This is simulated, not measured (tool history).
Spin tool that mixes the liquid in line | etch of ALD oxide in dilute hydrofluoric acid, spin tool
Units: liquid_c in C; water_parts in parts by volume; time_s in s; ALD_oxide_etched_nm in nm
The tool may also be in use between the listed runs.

Run 1, hour 0.0: liquid_c 21.0 C, water_parts 110 parts by volume, time_s 40 s. Result: ALD_oxide_etched_nm 9.9966 nm.
Run 2, hour 3.8: liquid_c 21.0 C, water_parts 90 parts by volume, time_s 40 s. Result: ALD_oxide_etched_nm 12.4920 nm.
Run 3, hour 7.4: liquid_c 23.0 C, water_parts 85 parts by volume, time_s 40 s. Result: ALD_oxide_etched_nm 14.4160 nm.
Run 4, hour 14.9: liquid_c 24.5 C, water_parts 80 parts by volume, time_s 40 s. Result: ALD_oxide_etched_nm 16.5220 nm.
Run 5, hour 17.8: liquid_c 25.5 C, water_parts 80 parts by volume, time_s 40 s. Result: ALD_oxide_etched_nm 17.1990 nm.
Run 6, hour 21.9: liquid_c 25.5 C, water_parts 80 parts by volume, time_s 40 s. Result: ALD_oxide_etched_nm 17.0930 nm.
Run 7, hour 26.9: liquid_c 26.5 C, water_parts 75 parts by volume, time_s 40 s. Result: ALD_oxide_etched_nm 19.0470 nm.
Run 8, hour 31.1: liquid_c 27.0 C, water_parts 75 parts by volume, time_s 40 s. Result: ALD_oxide_etched_nm 19.5500 nm.
Run 9, hour 32.8: liquid_c 27.5 C, water_parts 75 parts by volume, time_s 40 s. Result: ALD_oxide_etched_nm 19.9450 nm.

Forecast run 10:
Run 10, hour 40.8: liquid_c 28.0 C, water_parts 75 parts by volume, time_s 40 s. Result: ALD_oxide_etched_nm ?.

ALD_oxide_etched_nm: 20.2630 nm
